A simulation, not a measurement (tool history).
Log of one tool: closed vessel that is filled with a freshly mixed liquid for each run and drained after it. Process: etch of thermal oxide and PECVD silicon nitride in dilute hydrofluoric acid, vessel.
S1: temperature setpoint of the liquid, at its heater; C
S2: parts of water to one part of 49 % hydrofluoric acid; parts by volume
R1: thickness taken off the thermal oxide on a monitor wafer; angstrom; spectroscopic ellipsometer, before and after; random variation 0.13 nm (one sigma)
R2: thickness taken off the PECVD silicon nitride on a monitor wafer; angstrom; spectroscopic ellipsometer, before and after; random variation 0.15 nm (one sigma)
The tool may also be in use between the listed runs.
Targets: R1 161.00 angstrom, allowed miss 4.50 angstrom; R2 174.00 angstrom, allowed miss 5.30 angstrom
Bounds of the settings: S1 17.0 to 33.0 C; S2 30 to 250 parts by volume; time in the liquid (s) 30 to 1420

Run 1, day 0.000: S1 25.0 C, S2 140 parts by volume, time in the liquid (s) 725. Result: R1 268.73 angstrom, R2 278.88 angstrom.
Run 2, day 0.296: S1 25.0 C, S2 115 parts by volume, time in the liquid (s) 725. Result: R1 341.10 angstrom, R2 349.01 angstrom.
Run 3, day 0.608: S1 25.0 C, S2 130 parts by volume, time in the liquid (s) 730. Result: R1 296.97 angstrom, R2 305.54 angstrom.
Run 4, day 0.946: S1 25.0 C, S2 130 parts by volume, time in the liquid (s) 1015. Result: R1 411.90 angstrom, R2 431.55 angstrom.
Run 5, day 1.046: S1 24.5 C, S2 145 parts by volume, time in the liquid (s) 1025. Result: R1 355.56 angstrom, R2 377.70 angstrom.
Run 6, day 1.367: S1 24.5 C, S2 145 parts by volume, time in the liquid (s) 880. Result: R1 308.28 angstrom, R2 323.08 angstrom.
Run 7, day 1.738: S1 21.0 C, S2 200 parts by volume, time in the liquid (s) 990. Result: R1 207.87 angstrom, R2 208.74 angstrom.
Run 8, day 1.933: S1 21.0 C, S2 205 parts by volume, time in the liquid (s) 995. Result: R1 202.28 angstrom, R2 208.21 angstrom.
Run 9, day 2.071: S1 21.0 C, S2 210 parts by volume, time in the liquid (s) 1000. Result: R1 198.60 angstrom, R2 203.46 angstrom.
Run 10, day 2.271: S1 21.0 C, S2 215 parts by volume, time in the liquid (s) 1010. Result: R1 195.76 angstrom, R2 201.90 angstrom.
Run 11, day 2.642: S1 21.0 C, S2 220 parts by volume, time in the liquid (s) 1015. Result: R1 191.41 angstrom, R2 195.98 angstrom.
Run 12, day 2.729: S1 21.0 C, S2 225 parts by volume, time in the liquid (s) 1015. Result: R1 185.46 angstrom, R2 193.04 angstrom.
Run 13, day 3.021: S1 21.0 C, S2 230 parts by volume, time in the liquid (s) 1015. Result: R1 180.10 angstrom, R2 189.16 angstrom.
Run 14, day 3.367: S1 21.0 C, S2 235 parts by volume, time in the liquid (s) 1015. Result: R1 174.27 angstrom, R2 184.37 angstrom.
Run 15, day 3.696: S1 21.0 C, S2 245 parts by volume, time in the liquid (s) 1025. Result: R1 167.98 angstrom, R2 181.80 angstrom.

4 next moves are on the table. One of them brings every result within its allowed miss. Which?
Run A, day 4.025: S1 20.0 C, S2 240 parts by volume, time in the liquid (s) 1050. Result: R1 ?, R2 ?.
Run B, day 4.025: S1 21.5 C, S2 240 parts by volume, time in the liquid (s) 940. Result: R1 ?, R2 ?.
Run C, day 4.025: S1 23.0 C, S2 250 parts by volume, time in the liquid (s) 945. Result: R1 ?, R2 ?.
Run D, day 4.025: S1 19.5 C, S2 240 parts by volume, time in the liquid (s) 1075. Result: R1 ?, R2 ?.

move      R1      R2
   A  171.68  175.78
   B  162.56  173.29
   C  164.13  184.03
   D  172.47  174.22
A: further off than the last run
B: meets every target
C: brings the result that was furthest off to its target, and leaves another outside
D: further off than the last run
The right move is B.
